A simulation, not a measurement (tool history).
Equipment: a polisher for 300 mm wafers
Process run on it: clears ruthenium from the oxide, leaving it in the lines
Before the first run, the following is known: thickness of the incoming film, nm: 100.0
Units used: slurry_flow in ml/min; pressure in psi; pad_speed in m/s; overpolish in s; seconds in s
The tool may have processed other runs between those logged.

run	hour	slurry_flow	pressure	pad_speed	overpolish	seconds
1	0	150	2.3	1.16	41	80.207
2	6.1	150	2.2	1.16	41	83.998
3	8.9	150	2.1	1.16	41	88.899
4	11.6	165	2.1	1.16	41	86.777
5	19.5	165	2	1.16	41	91.341
6	21.8	165	2	1.28	41	80.514

Run 7 has not been measured yet. What should we expect?
7	25.3	165	1.9	1.28	41	?

seconds: 84.306 s
